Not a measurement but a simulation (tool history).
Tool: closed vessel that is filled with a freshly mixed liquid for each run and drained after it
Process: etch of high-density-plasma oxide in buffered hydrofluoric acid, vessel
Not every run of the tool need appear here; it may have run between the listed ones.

| run | day | temperature setpoint of the liquid (C) | parts of 40 % ammonium fluoride to one part of 49 % hydrofluoric acid (parts by volume) | time in the liquid (s) | thickness taken off the high-density-plasma oxide on a monitor wafer (Å) |
|---|---|---|---|---|---|
| 1 | 0.000 | 25.0 | 9.5 | 95 | 1497.7 |
| 2 | 0.212 | 26.5 | 9.5 | 95 | 1610.0 |
| 3 | 0.538 | 23.0 | 9.5 | 95 | 1351.1 |
| 4 | 0.679 | 22.0 | 9.5 | 95 | 1273.0 |
| 5 | 0.746 | 22.0 | 9.5 | 105 | 1398.8 |
| 6 | 0.812 | 24.0 | 9.5 | 105 | 1553.8 |
| 7 | 0.871 | 20.0 | 9.5 | 105 | 1245.9 |
| 8 | 1.008 | 20.0 | 9.5 | 105 | 1244.6 |

Run 9, settings as shown, results not yet in. Your forecast:
| 9 | 1.362 | 19.5 | 9.5 | 105 | ? |

{"run 9": {"thickness taken off the high-density-plasma oxide on a monitor wafer (Å)": 1218.2}}
